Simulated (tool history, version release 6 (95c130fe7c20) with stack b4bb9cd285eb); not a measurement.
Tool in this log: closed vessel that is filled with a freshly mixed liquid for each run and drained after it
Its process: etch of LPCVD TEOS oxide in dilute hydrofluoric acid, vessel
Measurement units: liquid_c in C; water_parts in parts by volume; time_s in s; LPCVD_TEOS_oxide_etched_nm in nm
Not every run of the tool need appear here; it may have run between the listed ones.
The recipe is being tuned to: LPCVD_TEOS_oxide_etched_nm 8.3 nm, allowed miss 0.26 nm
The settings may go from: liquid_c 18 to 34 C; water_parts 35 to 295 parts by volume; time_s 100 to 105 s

run	hour	liquid_c	water_parts	time_s	LPCVD_TEOS_oxide_etched_nm
1	0	26	165	100	11.459
2	2.3	28.5	165	100	12.291
3	6	26	170	100	11.028
4	11.7	26	150	100	12.6
5	13.6	28	150	100	13.793
6	21.3	28	105	100	20.896
7	25.9	25.5	125	100	15.476
8	26.4	21.5	165	100	9.6419
9	27.7	20.5	165	100	9.252

Exercise: of the 5 proposed moves below, exactly one satisfies all targets within the stated allowed misses. Which move is it?
A	29	19.5	165	100	?
B	29	20	180	100	?
C	29	21.5	160	100	?
D	29	26.5	180	100	?
E	29	21	160	100	?

move	LPCVD_TEOS_oxide_etched_nm
A	9.0015
B	8.2744
C	10.089
D	10.537
E	9.8965
A: nearer the targets than the last run, but a result is still out of spec
B: all results in spec
C: the biggest miss grows against the last run
D: the biggest miss grows against the last run
E: the biggest miss grows against the last run
Move B is the one to make.

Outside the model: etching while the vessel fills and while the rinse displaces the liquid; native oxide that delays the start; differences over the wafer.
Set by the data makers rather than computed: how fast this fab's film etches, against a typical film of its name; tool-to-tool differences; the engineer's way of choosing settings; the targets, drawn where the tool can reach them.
